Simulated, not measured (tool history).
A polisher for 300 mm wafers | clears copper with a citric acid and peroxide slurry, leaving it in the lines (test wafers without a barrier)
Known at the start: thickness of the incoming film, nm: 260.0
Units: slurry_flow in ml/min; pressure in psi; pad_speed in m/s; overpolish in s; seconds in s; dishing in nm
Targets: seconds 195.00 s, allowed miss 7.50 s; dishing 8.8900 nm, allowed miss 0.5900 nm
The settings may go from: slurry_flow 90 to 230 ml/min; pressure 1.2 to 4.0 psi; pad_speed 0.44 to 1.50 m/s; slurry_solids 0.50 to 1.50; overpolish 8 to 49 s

run  hour  slurry_flow  pressure  pad_speed  slurry_solids  overpolish  seconds  dishing
  1   0.0          150       2.6       0.96           1.00          25   158.56  32.5550
  2   6.7          155       2.2       1.00           1.00          20   175.16  23.8800
  3  12.9          155       1.7       1.00           1.00          20   209.18  19.8370
  4  15.2          155       1.7       1.00           1.00          24   208.21  23.5870
  5  21.1          155       1.7       1.16           1.00          24   184.15  26.7070
  6  24.5          175       1.6       1.10           1.15          19   187.76  20.6410
  7  30.3          215       1.2       0.92           1.40           8   251.06   6.8276
  8  38.2          215       1.4       0.92           1.40           8   235.51   7.3975
  9  44.7          220       1.9       0.96           1.40           8   178.76   9.8003
 10  48.7          220       1.8       0.96           1.40           8   185.39   9.4705

4 next moves are on the table. One of them brings every result within its allowed miss. Which?
  A  52.7          205       1.6       1.22           1.45           8        ?        ?
  B  52.7          230       2.3       0.92           1.35           8        ?        ?
  C  52.7          230       2.4       0.76           1.50           8        ?        ?
  D  52.7          170       1.8       0.96           1.40           8        ?        ?

move  seconds  dishing
   A   165.34  10.4370
   B   162.32  10.6700
   C   181.62   9.5739
   D   194.04   8.9522
A: further off than the last run
B: further off than the last run
C: further off than the last run
D: meets every target
Answer: D

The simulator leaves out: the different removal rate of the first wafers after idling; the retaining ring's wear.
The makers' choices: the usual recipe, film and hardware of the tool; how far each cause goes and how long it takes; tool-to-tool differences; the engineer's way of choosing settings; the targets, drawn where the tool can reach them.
